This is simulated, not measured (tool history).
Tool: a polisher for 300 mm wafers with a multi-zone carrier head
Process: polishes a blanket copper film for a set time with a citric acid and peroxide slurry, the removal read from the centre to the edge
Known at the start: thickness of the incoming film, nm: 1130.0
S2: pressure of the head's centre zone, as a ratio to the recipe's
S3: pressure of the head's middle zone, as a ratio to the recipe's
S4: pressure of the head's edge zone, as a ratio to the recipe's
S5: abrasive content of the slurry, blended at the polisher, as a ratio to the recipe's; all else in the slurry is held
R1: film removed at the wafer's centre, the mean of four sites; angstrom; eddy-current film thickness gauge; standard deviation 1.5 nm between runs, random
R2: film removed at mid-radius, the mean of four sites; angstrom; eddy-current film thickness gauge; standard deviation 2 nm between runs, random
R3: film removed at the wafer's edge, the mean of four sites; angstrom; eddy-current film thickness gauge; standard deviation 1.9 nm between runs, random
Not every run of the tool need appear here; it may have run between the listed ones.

{"run": 1, "hour": 0.0, "flow of slurry (ml/min)": 195, "S2": 1.0, "S3": 1.0, "S4": 1.0, "S5": 1.0, "polishing time (s)": 86, "R1": 1370.0, "R2": 1373.3, "R3": 1347.9}
{"run": 2, "hour": 6.4, "flow of slurry (ml/min)": 200, "S2": 0.99, "S3": 1.02, "S4": 1.02, "S5": 1.05, "polishing time (s)": 87, "R1": 1396.9, "R2": 1412.0, "R3": 1373.5}
{"run": 3, "hour": 9.2, "flow of slurry (ml/min)": 200, "S2": 0.97, "S3": 1.03, "S4": 1.03, "S5": 1.1, "polishing time (s)": 89, "R1": 1418.4, "R2": 1509.3, "R3": 1443.0}
{"run": 4, "hour": 10.2, "flow of slurry (ml/min)": 165, "S2": 0.97, "S3": 1.03, "S4": 1.03, "S5": 1.1, "polishing time (s)": 89, "R1": 1380.6, "R2": 1464.1, "R3": 1419.0}
{"run": 5, "hour": 13.5, "flow of slurry (ml/min)": 165, "S2": 1.02, "S3": 1.03, "S4": 1.03, "S5": 1.1, "polishing time (s)": 89, "R1": 1469.2, "R2": 1441.3, "R3": 1420.9}
{"run": 6, "hour": 14.6, "flow of slurry (ml/min)": 165, "S2": 1.02, "S3": 1.03, "S4": 1.03, "S5": 1.25, "polishing time (s)": 89, "R1": 1489.0, "R2": 1502.6, "R3": 1490.0}
{"run": 7, "hour": 20.2, "flow of slurry (ml/min)": 170, "S2": 1.01, "S3": 1.05, "S4": 1.04, "S5": 1.3, "polishing time (s)": 89, "R1": 1529.1, "R2": 1536.7, "R3": 1515.5}
{"run": 8, "hour": 24.0, "flow of slurry (ml/min)": 170, "S2": 1.01, "S3": 1.05, "S4": 1.04, "S5": 1.3, "polishing time (s)": 89, "R1": 1504.1, "R2": 1530.6, "R3": 1459.6}

Run 9 has not been measured yet. What should we expect?
{"run": 9, "hour": 31.7, "flow of slurry (ml/min)": 170, "S2": 0.99, "S3": 1.05, "S4": 1.05, "S5": 1.35, "polishing time (s)": 90, "R1": "?", "R2": "?", "R3": "?"}

Run 9 yielded R1 1535.7 angstrom, R2 1556.2 angstrom, R3 1543.5 angstrom.
